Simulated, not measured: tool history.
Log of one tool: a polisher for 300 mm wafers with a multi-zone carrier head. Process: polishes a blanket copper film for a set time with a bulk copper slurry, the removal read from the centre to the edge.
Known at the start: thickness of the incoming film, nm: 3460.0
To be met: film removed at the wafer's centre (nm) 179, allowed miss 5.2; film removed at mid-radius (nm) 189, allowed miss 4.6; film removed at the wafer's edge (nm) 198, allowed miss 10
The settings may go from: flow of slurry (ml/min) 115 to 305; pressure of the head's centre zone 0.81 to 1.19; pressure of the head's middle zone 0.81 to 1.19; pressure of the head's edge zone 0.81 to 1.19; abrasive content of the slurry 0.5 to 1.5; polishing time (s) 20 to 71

run,hour,flow of slurry (ml/min),pressure of the head's centre zone,pressure of the head's middle zone,pressure of the head's edge zone,abrasive content of the slurry,polishing time (s),film removed at the wafer's centre (nm),film removed at mid-radius (nm),film removed at the wafer's edge (nm)
1,0,195,1,1,1,1,45,245.66,255.26,251.75
2,7,195,1,1,1,0.8,45,237.7,246.15,231.45
3,14.3,195,1,1,1.03,0.8,45,240.57,248.53,236.84
4,21.4,185,0.97,0.96,1.01,0.75,45,224.91,235.97,238.88
5,25.2,185,0.96,0.95,0.99,0.7,44,216.12,223.44,227.9
6,30.6,185,0.89,0.95,0.99,0.7,44,205.4,225.53,230.63
7,31.3,140,0.84,0.85,0.89,0.5,43,174.98,183.58,194.96
8,33.5,145,0.84,0.85,0.89,0.5,43,173.11,183.88,195.8

5 next moves are on the table. One of them brings every result within its allowed miss. Which?
A,35.7,205,0.83,0.92,0.81,0.5,40,?,?,?
B,35.7,220,0.83,0.85,0.88,0.6,41,?,?,?
C,35.7,150,0.85,0.91,0.9,0.5,40,?,?,?
D,35.7,135,0.92,1,0.85,0.5,39,?,?,?
E,35.7,115,0.86,0.89,0.88,0.55,40,?,?,?

move,film removed at the wafer's centre (nm),film removed at mid-radius (nm),film removed at the wafer's edge (nm)
A,163.94,188.03,185.88
B,174.31,187.19,203.67
C,161.67,180.87,189.26
D,166.33,188.86,178.99
E,160.95,175.71,187.06
A: its largest miss is bigger than the last run's
B: hits every target within its allowed miss
C: its largest miss is bigger than the last run's
D: its largest miss is bigger than the last run's
E: its largest miss is bigger than the last run's
Move B is the one to make.
